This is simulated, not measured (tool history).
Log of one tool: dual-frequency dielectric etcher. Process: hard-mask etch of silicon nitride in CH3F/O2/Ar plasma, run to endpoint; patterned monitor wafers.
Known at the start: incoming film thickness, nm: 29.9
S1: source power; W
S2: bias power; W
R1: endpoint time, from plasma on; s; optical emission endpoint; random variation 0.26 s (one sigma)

{"run": 1, "hour": 0.0, "S1": 420, "S2": 90, "R1": 39.853}
{"run": 2, "hour": 1.2, "S1": 420, "S2": 78, "R1": 40.933}
{"run": 3, "hour": 8.6, "S1": 370, "S2": 78, "R1": 42.248}
{"run": 4, "hour": 17.5, "S1": 370, "S2": 93, "R1": 40.356}
{"run": 5, "hour": 23.4, "S1": 410, "S2": 93, "R1": 39.373}
{"run": 6, "hour": 30.1, "S1": 350, "S2": 93, "R1": 40.487}
{"run": 7, "hour": 36.7, "S1": 360, "S2": 96, "R1": 40.303}
{"run": 8, "hour": 41.3, "S1": 380, "S2": 99, "R1": 39.243}
{"run": 9, "hour": 42.3, "S1": 390, "S2": 101, "R1": 39.4}
{"run": 10, "hour": 48.5, "S1": 410, "S2": 104, "R1": 37.844}

The next listed run, before its measurement:
{"run": 11, "hour": 55.7, "S1": 420, "S2": 105, "R1": "?"}

R1: 38.085 s
